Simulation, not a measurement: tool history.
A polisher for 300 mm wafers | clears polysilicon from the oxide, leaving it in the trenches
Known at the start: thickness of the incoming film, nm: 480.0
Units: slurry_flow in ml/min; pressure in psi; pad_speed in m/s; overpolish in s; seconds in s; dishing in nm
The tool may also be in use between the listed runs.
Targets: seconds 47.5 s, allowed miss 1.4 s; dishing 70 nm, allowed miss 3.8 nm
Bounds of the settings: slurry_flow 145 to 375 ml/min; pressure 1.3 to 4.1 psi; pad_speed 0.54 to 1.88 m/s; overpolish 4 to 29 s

| run | hour | slurry_flow | pressure | pad_speed | overpolish | seconds | dishing |
|---|---|---|---|---|---|---|---|
| 1 | 0 | 240 | 2.7 | 1.2 | 15 | 26.357 | 71.072 |
| 2 | 4.5 | 240 | 2.7 | 1.04 | 15 | 30.312 | 69.055 |
| 3 | 7.6 | 240 | 2.5 | 1.04 | 16 | 31.662 | 69.847 |
| 4 | 15.3 | 240 | 2.3 | 1.02 | 17 | 34.951 | 69.829 |
| 5 | 19.7 | 240 | 2.3 | 1.02 | 11 | 35.325 | 63.268 |
| 6 | 23.9 | 195 | 2.3 | 1.02 | 11 | 35.653 | 64.663 |
| 7 | 27.3 | 190 | 2.2 | 1.02 | 13 | 36.753 | 64.725 |
| 8 | 29.4 | 190 | 2.1 | 1.02 | 15 | 38.421 | 69.839 |
| 9 | 31.4 | 185 | 1.5 | 1 | 14 | 50.229 | 61.848 |
| 10 | 32.1 | 180 | 1.5 | 1 | 15 | 50.5 | 63.317 |
| 11 | 36.8 | 180 | 1.5 | 1 | 16 | 49.853 | 63.883 |
| 12 | 44.9 | 180 | 1.5 | 1 | 16 | 49.28 | 65.783 |

5 next moves are on the table. One of them brings every result within its allowed miss. Which?
| A | 53 | 205 | 1.6 | 0.9 | 15 | ? | ? |
| B | 53 | 175 | 2 | 0.94 | 12 | ? | ? |
| C | 53 | 200 | 1.4 | 1.2 | 11 | ? | ? |
| D | 53 | 145 | 1.8 | 1.02 | 19 | ? | ? |
| E | 53 | 225 | 1.3 | 1.14 | 21 | ? | ? |

| move | seconds | dishing |
|---|---|---|
| A | 51.832 | 62.356 |
| B | 43.397 | 61.446 |
| C | 43.066 | 59.769 |
| D | 44.613 | 68.327 |
| E | 46.789 | 68.886 |
A: further off than the last run
B: takes the result that was furthest off past its target
C: takes the result that was furthest off past its target
D: takes the result that was furthest off past its target
E: meets every target
Move E is the one to make.
